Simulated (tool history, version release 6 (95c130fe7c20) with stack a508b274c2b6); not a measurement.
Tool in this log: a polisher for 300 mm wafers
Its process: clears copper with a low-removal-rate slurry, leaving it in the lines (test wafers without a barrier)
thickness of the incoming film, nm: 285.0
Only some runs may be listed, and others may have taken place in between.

run    day  flow of slurry (ml/min)  pressure of the wafer on the pad (psi)  speed of the pad under the wafer (cm/s)  abrasive content of the slurry  overpolish time after the end point (s)  time until the end point was called (s)  dishing of a wide line in a test structure (Å)
  1  0.000                      245                                     4.1                                       96                             1.0                                       18                                   94.445                                          428.44
  2  0.175                      245                                     3.7                                       96                             1.0                                       20                                  102.440                                          438.66
  3  0.483                      245                                     2.7                                       96                             1.0                                       20                                  123.930                                          363.50
  4  0.662                      245                                     2.7                                       96                             0.8                                       20                                  126.910                                          344.86
  5  0.704                      245                                     2.7                                       84                             0.8                                       20                                  149.060                                          302.07
  6  0.812                      245                                     2.7                                       84                             0.8                                       28                                  149.580                                          405.52

Run 7, settings as shown, results not yet in. Your forecast:
  7  1.042                      245                                     2.7                                       84                             0.8                                       28                                        ?                                               ?

{"run 7": {"time until the end point was called (s)": 149.39, "dishing of a wide line in a test structure (Å)": 403.43}}
